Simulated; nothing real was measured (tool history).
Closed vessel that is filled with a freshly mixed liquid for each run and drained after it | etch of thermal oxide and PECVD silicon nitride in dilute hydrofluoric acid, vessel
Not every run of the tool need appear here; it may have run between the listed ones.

run	hour	temperature setpoint of the liquid (°C)	parts of water to one part of 49 % hydrofluoric acid (parts by volume)	time in the liquid (s)	thickness taken off the thermal oxide on a monitor wafer (Å)	thickness taken off the PECVD silicon nitride on a monitor wafer (Å)
1	0.0	22.0	130	655	243.150	229.190
2	5.6	20.0	130	655	223.050	202.990
3	14.6	19.5	135	640	205.400	184.210
4	22.1	22.0	135	640	228.590	218.100
5	22.8	22.0	135	495	174.970	167.950
6	23.9	22.0	135	275	97.339	94.098

Forecast run 7:
7	26.0	21.5	120	265	?	?

thickness taken off the thermal oxide on a monitor wafer (Å): 105.840
thickness taken off the PECVD silicon nitride on a monitor wafer (Å): 97.800
